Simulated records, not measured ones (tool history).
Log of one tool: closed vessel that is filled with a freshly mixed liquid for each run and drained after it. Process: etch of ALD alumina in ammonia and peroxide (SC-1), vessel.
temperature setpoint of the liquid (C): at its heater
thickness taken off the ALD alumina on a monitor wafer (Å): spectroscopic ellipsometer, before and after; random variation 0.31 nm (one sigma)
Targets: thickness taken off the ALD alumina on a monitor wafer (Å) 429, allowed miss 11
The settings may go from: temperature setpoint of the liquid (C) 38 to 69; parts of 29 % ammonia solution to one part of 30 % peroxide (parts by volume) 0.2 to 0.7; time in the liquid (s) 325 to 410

run	hour	temperature setpoint of the liquid (C)	parts of 29 % ammonia solution to one part of 30 % peroxide (parts by volume)	time in the liquid (s)	thickness taken off the ALD alumina on a monitor wafer (Å)
1	0	53	0.4	410	216.86
2	2.5	56.5	0.4	410	259.97
3	11.6	53	0.4	410	214.36
4	19	53	0.3	410	208.22
5	21.7	57.5	0.3	410	266.78
6	28.6	54.5	0.3	410	228.54
7	38.1	57.5	0.3	410	265.09
8	42.1	60	0.3	410	304
9	46.4	61.5	0.3	410	328.07
10	52.3	63	0.3	410	351.72
11	61.6	64	0.3	410	370.4
12	67.5	64.5	0.3	410	379.03
13	73.1	65	0.3	410	390.13
14	79.5	65.5	0.3	410	398.79
15	87.6	65.5	0.3	410	395.59
16	92.7	66	0.3	410	409.22

5 next moves are on the table. One of them brings every result within its allowed miss. Which?
A	97.8	69	0.2	410	?
B	97.8	67.5	0.25	410	?
C	97.8	65.5	0.3	400	?
D	97.8	69	0.4	335	?
E	97.8	64	0.6	410	?

move	thickness taken off the ALD alumina on a monitor wafer (Å)
A	458.04
B	434.92
C	391.27
D	399.57
E	397.4
A: takes the result that was furthest off past its target
B: meets every target
C: further off than the last run
D: further off than the last run
E: further off than the last run
The right move is B.
